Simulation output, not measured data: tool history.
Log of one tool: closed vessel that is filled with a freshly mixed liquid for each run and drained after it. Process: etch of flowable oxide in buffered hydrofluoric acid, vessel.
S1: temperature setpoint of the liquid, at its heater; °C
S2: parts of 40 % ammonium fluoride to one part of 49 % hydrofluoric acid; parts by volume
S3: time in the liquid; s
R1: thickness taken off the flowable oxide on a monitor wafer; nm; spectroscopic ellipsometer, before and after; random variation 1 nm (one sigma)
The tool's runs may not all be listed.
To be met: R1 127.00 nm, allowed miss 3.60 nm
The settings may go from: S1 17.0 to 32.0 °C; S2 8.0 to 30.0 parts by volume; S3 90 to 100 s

{"run": 1, "hour": 0.0, "S1": 25.0, "S2": 22.5, "S3": 90, "R1": 192.24}
{"run": 2, "hour": 2.7, "S1": 25.0, "S2": 26.5, "S3": 90, "R1": 170.69}
{"run": 3, "hour": 9.5, "S1": 25.0, "S2": 21.0, "S3": 90, "R1": 199.36}
{"run": 4, "hour": 16.9, "S1": 25.0, "S2": 21.0, "S3": 90, "R1": 198.78}
{"run": 5, "hour": 18.6, "S1": 21.5, "S2": 21.0, "S3": 90, "R1": 162.41}
{"run": 6, "hour": 24.0, "S1": 25.0, "S2": 21.0, "S3": 90, "R1": 199.0}
{"run": 7, "hour": 27.8, "S1": 23.5, "S2": 21.0, "S3": 90, "R1": 183.15}
{"run": 8, "hour": 33.3, "S1": 22.0, "S2": 21.0, "S3": 90, "R1": 169.32}
{"run": 9, "hour": 37.2, "S1": 21.0, "S2": 21.0, "S3": 90, "R1": 161.48}
{"run": 10, "hour": 41.6, "S1": 17.0, "S2": 22.5, "S3": 90, "R1": 119.93}

Which of these 4 next moves meets every target?
{"run": "A", "hour": 46.0, "S1": 17.0, "S2": 26.0, "S3": 100, "R1": "?"}
{"run": "B", "hour": 46.0, "S1": 17.0, "S2": 25.0, "S3": 90, "R1": "?"}
{"run": "C", "hour": 46.0, "S1": 17.0, "S2": 24.5, "S3": 90, "R1": "?"}
{"run": "D", "hour": 46.0, "S1": 17.0, "S2": 24.5, "S3": 100, "R1": "?"}

move=A R1=122.75
move=B R1=113.52
move=C R1=115.13
move=D R1=127.92
A: nearer than the last run, and not there yet
B: further off than the last run
C: further off than the last run
D: meets every target
Answer: D
